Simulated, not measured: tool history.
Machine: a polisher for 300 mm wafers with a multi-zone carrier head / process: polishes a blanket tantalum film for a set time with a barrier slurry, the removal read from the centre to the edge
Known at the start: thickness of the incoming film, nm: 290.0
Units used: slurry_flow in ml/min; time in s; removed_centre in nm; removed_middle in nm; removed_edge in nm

run	day	slurry_flow	centre_zone	middle_zone	edge_zone	slurry_solids	time	removed_centre	removed_middle	removed_edge
1	0	135	1	1	1	1	66	85.764	88.656	85.471
2	0.3	135	1.08	1	1	1	66	93.547	87.701	85.721
3	0.542	135	1.16	1	1	1	66	97.117	86.598	85.144
4	0.762	135	1.16	1	1	1	55	82.332	73.844	70.398
5	1.133	135	1.16	1	1	1.1	55	83.659	75.58	71.506
6	1.475	145	1.12	1.02	1.06	1.25	58	90.834	82.802	81.535

The next listed run, before its measurement:
7	1.521	155	1.08	1.06	1.1	1.35	59	?	?	?

removed_centre: 92.121 nm
removed_middle: 90.315 nm
removed_edge: 88.155 nm
